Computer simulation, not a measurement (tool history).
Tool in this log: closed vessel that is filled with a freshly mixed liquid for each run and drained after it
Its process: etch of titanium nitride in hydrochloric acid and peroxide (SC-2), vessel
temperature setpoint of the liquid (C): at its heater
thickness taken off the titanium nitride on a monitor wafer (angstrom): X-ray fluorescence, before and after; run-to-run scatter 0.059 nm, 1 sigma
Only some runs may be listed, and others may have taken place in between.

run,hour,temperature setpoint of the liquid (C),parts of water to one part each of 37 % hydrochloric acid and 30 % peroxide (parts by volume),time in the liquid (s),thickness taken off the titanium nitride on a monitor wafer (angstrom)
1,0,54,6,130,78.508
2,9,53.5,6,130,74.548
3,17.2,57.5,6,130,96.389
4,24.4,57.5,6,80,60.165
5,33.1,57.5,6,130,97.108
6,41.4,57.5,4,130,129.98
7,41.9,56,4,130,119.16
8,47,54.5,4,130,108.32
9,52.1,53.5,4,130,101.75

Forecast run 10:
10,59.8,52.5,4,130,?

thickness taken off the titanium nitride on a monitor wafer (angstrom): 94.516

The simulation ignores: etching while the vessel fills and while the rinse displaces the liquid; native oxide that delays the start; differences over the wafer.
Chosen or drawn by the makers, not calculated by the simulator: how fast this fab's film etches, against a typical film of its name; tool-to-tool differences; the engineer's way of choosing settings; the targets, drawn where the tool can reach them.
